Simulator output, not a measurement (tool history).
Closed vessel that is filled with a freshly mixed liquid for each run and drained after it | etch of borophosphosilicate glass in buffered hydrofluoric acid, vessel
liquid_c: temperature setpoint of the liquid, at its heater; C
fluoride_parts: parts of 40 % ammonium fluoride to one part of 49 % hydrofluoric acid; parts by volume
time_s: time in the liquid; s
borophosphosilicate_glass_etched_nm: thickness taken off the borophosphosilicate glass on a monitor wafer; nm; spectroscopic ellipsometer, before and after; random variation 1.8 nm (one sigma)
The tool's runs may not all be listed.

| run | hour | liquid_c | fluoride_parts | time_s | borophosphosilicate_glass_etched_nm |
|---|---|---|---|---|---|
| 1 | 0.0 | 20.0 | 15.5 | 90 | 135.95 |
| 2 | 4.4 | 22.5 | 15.5 | 90 | 156.30 |
| 3 | 13.0 | 22.5 | 15.5 | 100 | 171.86 |
| 4 | 21.3 | 20.5 | 15.5 | 100 | 152.17 |
| 5 | 23.7 | 20.5 | 15.5 | 90 | 137.09 |
| 6 | 25.6 | 20.5 | 13.5 | 90 | 160.46 |
| 7 | 28.1 | 22.0 | 13.5 | 90 | 173.96 |
| 8 | 33.8 | 23.0 | 13.5 | 90 | 183.39 |

Run 9 comes next. What will it give?
| 9 | 34.3 | 24.0 | 13.5 | 90 | ? |

Run 9 gave borophosphosilicate_glass_etched_nm 193.82 nm.

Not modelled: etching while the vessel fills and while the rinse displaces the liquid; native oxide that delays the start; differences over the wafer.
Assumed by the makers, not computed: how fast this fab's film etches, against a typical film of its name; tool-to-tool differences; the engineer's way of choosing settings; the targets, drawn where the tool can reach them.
